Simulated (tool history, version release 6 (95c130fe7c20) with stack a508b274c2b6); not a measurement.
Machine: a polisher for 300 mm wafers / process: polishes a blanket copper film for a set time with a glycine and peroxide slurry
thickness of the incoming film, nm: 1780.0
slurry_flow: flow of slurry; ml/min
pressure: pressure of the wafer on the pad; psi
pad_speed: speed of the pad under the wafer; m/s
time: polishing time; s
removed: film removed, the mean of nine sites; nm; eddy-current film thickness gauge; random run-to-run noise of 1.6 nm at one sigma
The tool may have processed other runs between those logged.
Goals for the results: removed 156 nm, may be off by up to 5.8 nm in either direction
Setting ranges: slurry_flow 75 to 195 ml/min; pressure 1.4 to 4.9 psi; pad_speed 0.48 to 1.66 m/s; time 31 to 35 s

| run | day | slurry_flow | pressure | pad_speed | time | removed |
|---|---|---|---|---|---|---|
| 1 | 0 | 125 | 3.1 | 1.06 | 35 | 181.07 |
| 2 | 0.208 | 125 | 3.1 | 1.16 | 35 | 197.51 |
| 3 | 0.346 | 120 | 2.9 | 1.16 | 35 | 186.95 |
| 4 | 0.633 | 120 | 3.6 | 1.16 | 35 | 219.29 |
| 5 | 0.967 | 115 | 3.3 | 1.16 | 35 | 200.84 |
| 6 | 1.2 | 115 | 4.1 | 1.16 | 35 | 231.16 |
| 7 | 1.438 | 110 | 3.7 | 1.14 | 35 | 208.79 |
| 8 | 1.575 | 105 | 3.5 | 1.14 | 35 | 200.8 |
| 9 | 1.804 | 100 | 3.3 | 1.14 | 35 | 193.24 |
| 10 | 1.842 | 100 | 3.1 | 1.14 | 35 | 185.73 |
| 11 | 2.129 | 100 | 2.9 | 1.14 | 35 | 177.27 |
| 12 | 2.45 | 95 | 2.8 | 1.14 | 35 | 171.45 |
| 13 | 2.75 | 95 | 2.7 | 1.14 | 35 | 170.64 |
| 14 | 2.817 | 95 | 2.6 | 1.14 | 35 | 163.61 |

Exercise: of the 5 proposed moves below, exactly one satisfies all targets within the stated allowed misses. Which move is it?
| A | 2.883 | 75 | 3.6 | 1.2 | 31 | ? |
| B | 2.883 | 85 | 2.2 | 1.3 | 34 | ? |
| C | 2.883 | 90 | 2.9 | 1.22 | 35 | ? |
| D | 2.883 | 115 | 2.3 | 1.24 | 35 | ? |
| E | 2.883 | 100 | 2.4 | 1.24 | 35 | ? |

| move | removed |
|---|---|
| A | 171.71 |
| B | 152.57 |
| C | 179.62 |
| D | 167.71 |
| E | 166.45 |
A: moves away from the targets compared with the last run
B: each result inside its tolerance
C: moves away from the targets compared with the last run
D: moves away from the targets compared with the last run
E: moves away from the targets compared with the last run
Correct choice: B, which meets every target

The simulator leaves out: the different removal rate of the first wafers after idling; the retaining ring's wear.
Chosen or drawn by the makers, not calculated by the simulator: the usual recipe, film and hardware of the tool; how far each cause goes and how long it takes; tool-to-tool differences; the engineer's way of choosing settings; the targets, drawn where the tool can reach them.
